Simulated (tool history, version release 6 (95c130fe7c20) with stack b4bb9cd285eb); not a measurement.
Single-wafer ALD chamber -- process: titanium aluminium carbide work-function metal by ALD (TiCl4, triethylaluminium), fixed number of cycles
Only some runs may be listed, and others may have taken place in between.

| run | hour | heater temperature setpoint (°C) | triethylaluminium pulse time (s) | mean film thickness on the monitor wafer (Å) |
|---|---|---|---|---|
| 1 | 0.0 | 285 | 15.81 | 18.066 |
| 2 | 6.5 | 283 | 15.69 | 17.943 |
| 3 | 9.2 | 281 | 15.58 | 17.791 |
| 4 | 15.2 | 281 | 20.06 | 17.950 |
| 5 | 20.7 | 276 | 20.06 | 17.521 |
| 6 | 24.4 | 275 | 20.00 | 17.450 |
| 7 | 25.5 | 274 | 19.95 | 17.456 |

Expected results for the next run?
| 8 | 33.5 | 274 | 19.95 | ? |

Run 8 gave mean film thickness on the monitor wafer (Å) 17.418.
